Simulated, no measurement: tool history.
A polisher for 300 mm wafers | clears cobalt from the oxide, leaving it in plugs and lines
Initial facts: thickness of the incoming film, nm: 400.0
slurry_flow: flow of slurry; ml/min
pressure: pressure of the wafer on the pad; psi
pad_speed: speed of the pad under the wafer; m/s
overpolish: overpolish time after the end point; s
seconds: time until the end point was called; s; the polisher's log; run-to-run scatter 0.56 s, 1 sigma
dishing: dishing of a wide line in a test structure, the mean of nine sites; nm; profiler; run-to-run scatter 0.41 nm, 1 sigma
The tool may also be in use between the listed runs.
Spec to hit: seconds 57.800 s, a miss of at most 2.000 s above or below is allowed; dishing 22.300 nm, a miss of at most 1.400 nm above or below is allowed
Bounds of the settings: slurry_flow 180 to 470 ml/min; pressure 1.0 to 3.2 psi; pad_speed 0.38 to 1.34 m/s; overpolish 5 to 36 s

{"run": 1, "hour": 0.0, "slurry_flow": 300, "pressure": 2.1, "pad_speed": 0.86, "overpolish": 18, "seconds": 86.358, "dishing": 24.005}
{"run": 2, "hour": 3.4, "slurry_flow": 300, "pressure": 2.3, "pad_speed": 0.86, "overpolish": 14, "seconds": 81.671, "dishing": 23.413}
{"run": 3, "hour": 12.3, "slurry_flow": 300, "pressure": 2.3, "pad_speed": 1.0, "overpolish": 14, "seconds": 71.353, "dishing": 24.402}
{"run": 4, "hour": 17.6, "slurry_flow": 315, "pressure": 2.5, "pad_speed": 0.98, "overpolish": 12, "seconds": 67.873, "dishing": 23.025}
{"run": 5, "hour": 24.1, "slurry_flow": 390, "pressure": 2.5, "pad_speed": 0.98, "overpolish": 12, "seconds": 66.143, "dishing": 22.74}
{"run": 6, "hour": 30.9, "slurry_flow": 395, "pressure": 2.6, "pad_speed": 0.98, "overpolish": 12, "seconds": 64.099, "dishing": 23.492}
{"run": 7, "hour": 35.4, "slurry_flow": 395, "pressure": 2.7, "pad_speed": 0.98, "overpolish": 10, "seconds": 62.625, "dishing": 23.627}
{"run": 8, "hour": 37.3, "slurry_flow": 415, "pressure": 2.7, "pad_speed": 1.0, "overpolish": 9, "seconds": 61.159, "dishing": 23.097}
{"run": 9, "hour": 40.6, "slurry_flow": 430, "pressure": 2.7, "pad_speed": 1.0, "overpolish": 8, "seconds": 61.048, "dishing": 21.88}

Exactly one of the 5 candidate moves below puts every result within its allowed miss. Which one?
{"run": "A", "hour": 43.9, "slurry_flow": 420, "pressure": 2.9, "pad_speed": 1.02, "overpolish": 8, "seconds": "?", "dishing": "?"}
{"run": "B", "hour": 43.9, "slurry_flow": 425, "pressure": 3.1, "pad_speed": 1.06, "overpolish": 7, "seconds": "?", "dishing": "?"}
{"run": "C", "hour": 43.9, "slurry_flow": 425, "pressure": 2.5, "pad_speed": 1.2, "overpolish": 7, "seconds": "?", "dishing": "?"}
{"run": "D", "hour": 43.9, "slurry_flow": 470, "pressure": 3.0, "pad_speed": 1.06, "overpolish": 7, "seconds": "?", "dishing": "?"}
{"run": "E", "hour": 43.9, "slurry_flow": 395, "pressure": 3.2, "pad_speed": 1.0, "overpolish": 15, "seconds": "?", "dishing": "?"}

move=A seconds=56.723 dishing=22.561
move=B seconds=51.898 dishing=22.286
move=C seconds=53.963 dishing=22.055
move=D seconds=52.876 dishing=22.178
move=E seconds=53.881 dishing=24.712
A: every result within its allowed miss
B: moves the result that the last run missed by most past its target, out the other side
C: moves the result that the last run missed by most past its target, out the other side
D: moves the result that the last run missed by most past its target, out the other side
E: moves the result that the last run missed by most past its target, out the other side
The right move is A.

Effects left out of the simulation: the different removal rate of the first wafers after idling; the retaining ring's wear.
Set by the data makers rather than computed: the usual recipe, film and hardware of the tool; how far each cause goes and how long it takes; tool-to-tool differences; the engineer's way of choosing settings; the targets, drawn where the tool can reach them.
